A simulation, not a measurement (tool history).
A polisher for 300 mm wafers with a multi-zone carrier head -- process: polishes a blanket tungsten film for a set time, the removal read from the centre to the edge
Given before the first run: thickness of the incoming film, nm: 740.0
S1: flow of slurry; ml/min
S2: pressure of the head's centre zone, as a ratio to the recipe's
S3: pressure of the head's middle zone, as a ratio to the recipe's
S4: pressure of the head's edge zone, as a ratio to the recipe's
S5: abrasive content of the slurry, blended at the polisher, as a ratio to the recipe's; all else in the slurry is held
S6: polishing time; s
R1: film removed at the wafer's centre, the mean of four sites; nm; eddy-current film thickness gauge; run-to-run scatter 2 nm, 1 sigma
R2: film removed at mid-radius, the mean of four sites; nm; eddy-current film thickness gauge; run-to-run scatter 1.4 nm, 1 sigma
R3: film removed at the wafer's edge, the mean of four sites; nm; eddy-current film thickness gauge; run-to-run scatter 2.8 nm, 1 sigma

run,hour,S1,S2,S3,S4,S5,S6,R1,R2,R3
1,0.0,315,1.00,1.00,1.00,1.00,44,302.05,306.42,293.52
2,4.7,315,1.00,1.00,1.00,0.90,44,295.45,293.75,285.94
3,9.2,315,1.00,0.98,0.97,0.80,41,263.09,259.09,255.01
4,13.5,315,1.00,1.06,0.97,0.80,41,262.53,272.61,256.46
5,20.7,275,1.00,1.06,0.97,0.80,41,260.79,271.92,249.86
6,28.3,265,1.00,1.02,0.94,0.75,40,248.24,249.20,234.48
7,36.9,255,1.00,0.99,0.91,0.70,39,235.87,236.05,213.78
8,40.4,255,1.00,0.95,0.91,0.65,38,221.65,213.93,211.51
9,45.0,245,1.00,0.93,0.89,0.65,38,223.04,211.68,209.36
10,50.3,240,1.00,0.92,0.87,0.60,38,215.81,204.07,200.15
11,57.4,235,1.00,0.91,0.86,0.60,38,215.12,202.90,199.13
12,61.1,230,1.00,0.90,0.85,0.60,38,219.60,199.76,196.32
13,65.0,225,0.99,0.89,0.84,0.60,38,214.09,196.79,195.30
14,68.5,220,0.99,0.88,0.83,0.60,38,211.27,197.58,196.51
15,72.1,230,1.02,0.87,0.82,0.50,37,199.38,177.74,175.29

Expected results for the next run?
16,76.6,230,1.02,0.88,0.83,0.50,37,?,?,?

R1: 199.48 nm
R2: 176.29 nm
R3: 178.76 nm
